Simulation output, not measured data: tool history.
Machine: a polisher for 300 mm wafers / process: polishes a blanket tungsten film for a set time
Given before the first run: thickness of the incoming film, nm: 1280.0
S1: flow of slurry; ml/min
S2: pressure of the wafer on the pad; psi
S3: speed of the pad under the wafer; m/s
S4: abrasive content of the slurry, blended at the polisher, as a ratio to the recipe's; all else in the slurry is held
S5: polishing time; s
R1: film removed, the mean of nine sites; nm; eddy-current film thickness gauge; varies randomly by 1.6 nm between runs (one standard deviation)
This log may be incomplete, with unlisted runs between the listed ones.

run  hour   S1   S2    S3    S4  S5      R1
  1     0  280  3.1  1.42     1  48  212.71
  2     2  280  3.1  1.42  0.85  48  201.77
  3   3.9  280  3.2  1.42  0.85  48  207.64
  4   8.8  215  3.2  1.42  0.85  48  201.84
  5  17.7  215  3.2  1.28  0.85  48  182.85
  6  19.9  215  3.2  1.46  0.85  48  208.19
  7  24.6  220  3.3  1.46  0.85  48   216.6
  8  27.5  225  3.3  1.46  0.85  48  213.41
  9  28.9  230  3.4  1.46  0.85  48  222.28

What will run 10 give?
 10  29.7  235  3.4  1.46  0.85  48   ?

{"run 10": {"R1": 222.83}}
